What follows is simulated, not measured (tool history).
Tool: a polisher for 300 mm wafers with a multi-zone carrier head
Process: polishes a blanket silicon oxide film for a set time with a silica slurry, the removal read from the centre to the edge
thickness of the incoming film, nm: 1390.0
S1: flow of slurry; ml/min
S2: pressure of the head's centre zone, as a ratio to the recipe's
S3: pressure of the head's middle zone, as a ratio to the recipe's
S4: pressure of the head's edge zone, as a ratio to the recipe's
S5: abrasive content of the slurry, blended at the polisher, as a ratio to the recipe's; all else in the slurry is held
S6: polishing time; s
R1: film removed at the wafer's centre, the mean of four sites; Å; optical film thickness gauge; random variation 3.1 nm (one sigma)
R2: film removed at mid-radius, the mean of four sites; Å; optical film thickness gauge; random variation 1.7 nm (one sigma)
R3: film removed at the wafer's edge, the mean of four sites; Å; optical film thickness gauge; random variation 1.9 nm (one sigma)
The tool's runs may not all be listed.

Run 1, hour 0.0: S1 195 ml/min, S2 1.00, S3 1.00, S4 1.00, S5 1.0, S6 33 s. Result: R1 1617.5 Å, R2 1644.1 Å, R3 1628.0 Å.
Run 2, hour 4.5: S1 200 ml/min, S2 1.02, S3 1.01, S4 1.01, S5 1.0, S6 33 s. Result: R1 1626.3 Å, R2 1635.5 Å, R3 1589.5 Å.
Run 3, hour 12.9: S1 200 ml/min, S2 1.02, S3 1.01, S4 1.01, S5 1.0, S6 29 s. Result: R1 1483.8 Å, R2 1446.1 Å, R3 1448.0 Å.
Run 4, hour 15.6: S1 200 ml/min, S2 0.99, S3 1.01, S4 1.01, S5 1.0, S6 29 s. Result: R1 1414.3 Å, R2 1431.0 Å, R3 1426.4 Å.
Run 5, hour 17.1: S1 200 ml/min, S2 0.99, S3 1.01, S4 1.01, S5 1.0, S6 36 s. Result: R1 1780.1 Å, R2 1808.3 Å, R3 1792.8 Å.
Run 6, hour 23.4: S1 160 ml/min, S2 0.99, S3 1.01, S4 1.01, S5 1.0, S6 36 s. Result: R1 1728.8 Å, R2 1710.6 Å, R3 1712.6 Å.
Run 7, hour 25.7: S1 165 ml/min, S2 1.01, S3 1.01, S4 1.01, S5 1.0, S6 36 s. Result: R1 1706.9 Å, R2 1764.6 Å, R3 1737.1 Å.

The next listed run, before its measurement:
Run 8, hour 33.5: S1 175 ml/min, S2 1.03, S3 1.00, S4 1.00, S5 1.0, S6 36 s. Result: R1 ?, R2 ?, R3 ?.

R1: 1827.9 Å
R2: 1717.5 Å
R3: 1737.2 Å

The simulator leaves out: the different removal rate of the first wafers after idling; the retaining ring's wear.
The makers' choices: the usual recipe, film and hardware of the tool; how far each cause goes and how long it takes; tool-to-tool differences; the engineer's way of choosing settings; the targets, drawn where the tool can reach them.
